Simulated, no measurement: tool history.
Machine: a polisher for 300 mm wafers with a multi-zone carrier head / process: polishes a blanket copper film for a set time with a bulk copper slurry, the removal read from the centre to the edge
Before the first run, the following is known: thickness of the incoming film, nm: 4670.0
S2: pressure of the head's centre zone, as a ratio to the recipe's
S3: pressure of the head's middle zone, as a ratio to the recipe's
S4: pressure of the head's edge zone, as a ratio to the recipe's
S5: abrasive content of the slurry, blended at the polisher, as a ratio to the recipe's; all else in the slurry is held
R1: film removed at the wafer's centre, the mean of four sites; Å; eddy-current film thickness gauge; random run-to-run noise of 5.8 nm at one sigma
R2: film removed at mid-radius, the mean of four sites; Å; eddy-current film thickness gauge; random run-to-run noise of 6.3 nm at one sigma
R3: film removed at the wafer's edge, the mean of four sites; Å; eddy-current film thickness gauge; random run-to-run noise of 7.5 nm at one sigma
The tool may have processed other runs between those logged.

Run 1, hour 0: flow of slurry (ml/min) 140, S2 1, S3 1, S4 1, S5 1, polishing time (s) 61. Result: R1 6218.8 Å, R2 5984.4 Å, R3 6159.4 Å.
Run 2, hour 1.5: flow of slurry (ml/min) 135, S2 1, S3 0.97, S4 0.99, S5 0.95, polishing time (s) 61. Result: R1 6129.9 Å, R2 5933.6 Å, R3 6146.3 Å.
Run 3, hour 4.5: flow of slurry (ml/min) 135, S2 1, S3 0.97, S4 0.99, S5 0.95, polishing time (s) 54. Result: R1 5448 Å, R2 5346.2 Å, R3 5378.3 Å.
Run 4, hour 9.1: flow of slurry (ml/min) 135, S2 1, S3 0.97, S4 0.99, S5 0.95, polishing time (s) 64. Result: R1 6419.3 Å, R2 6394.1 Å, R3 6389.9 Å.
Run 5, hour 17.9: flow of slurry (ml/min) 135, S2 1, S3 0.97, S4 0.99, S5 0.95, polishing time (s) 79. Result: R1 8006.6 Å, R2 7697.1 Å, R3 7718.1 Å.
Run 6, hour 20.5: flow of slurry (ml/min) 135, S2 1, S3 0.97, S4 1.03, S5 0.95, polishing time (s) 79. Result: R1 7874.2 Å, R2 7659.1 Å, R3 7865.6 Å.
Run 7, hour 21.6: flow of slurry (ml/min) 135, S2 1.02, S3 0.95, S4 1.04, S5 0.9, polishing time (s) 74. Result: R1 7641.2 Å, R2 7015.7 Å, R3 7408.6 Å.
Run 8, hour 29: flow of slurry (ml/min) 135, S2 1.02, S3 0.93, S4 1.05, S5 0.85, polishing time (s) 69. Result: R1 6932.5 Å, R2 6421.4 Å, R3 6760.2 Å.

Expected results for the next run?
Run 9, hour 36.8: flow of slurry (ml/min) 130, S2 1.02, S3 0.91, S4 1.07, S5 0.8, polishing time (s) 66. Result: R1 ?, R2 ?, R3 ?.

{"run 9": {"R1": 6550.8, "R2": 5896.1, "R3": 6558.4}}

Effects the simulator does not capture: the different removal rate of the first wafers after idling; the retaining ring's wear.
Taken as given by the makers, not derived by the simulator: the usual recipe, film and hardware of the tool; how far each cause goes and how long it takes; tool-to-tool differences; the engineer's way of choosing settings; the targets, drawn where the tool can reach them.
